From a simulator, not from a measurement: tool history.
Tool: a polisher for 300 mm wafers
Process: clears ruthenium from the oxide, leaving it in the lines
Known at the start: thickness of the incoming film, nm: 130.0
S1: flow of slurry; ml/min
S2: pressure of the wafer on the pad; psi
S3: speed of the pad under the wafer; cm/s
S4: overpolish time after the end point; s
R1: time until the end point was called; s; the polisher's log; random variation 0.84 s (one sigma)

{"run": 1, "day": 0.0, "S1": 220, "S2": 2.4, "S3": 130, "S4": 40, "R1": 64.781}
{"run": 2, "day": 0.046, "S1": 220, "S2": 2.4, "S3": 110, "S4": 40, "R1": 76.217}
{"run": 3, "day": 0.071, "S1": 220, "S2": 2.4, "S3": 82, "S4": 40, "R1": 97.824}
{"run": 4, "day": 0.179, "S1": 220, "S2": 2.8, "S3": 94, "S4": 40, "R1": 76.064}
{"run": 5, "day": 0.55, "S1": 220, "S2": 3.1, "S3": 104, "S4": 40, "R1": 60.254}
{"run": 6, "day": 0.646, "S1": 220, "S2": 3.3, "S3": 106, "S4": 40, "R1": 55.845}
{"run": 7, "day": 0.754, "S1": 220, "S2": 3.4, "S3": 110, "S4": 40, "R1": 54.504}

Forecast run 8:
{"run": 8, "day": 1.0, "S1": 220, "S2": 3.5, "S3": 116, "S4": 40, "R1": "?"}

Run 8 gave R1 48.506 s.
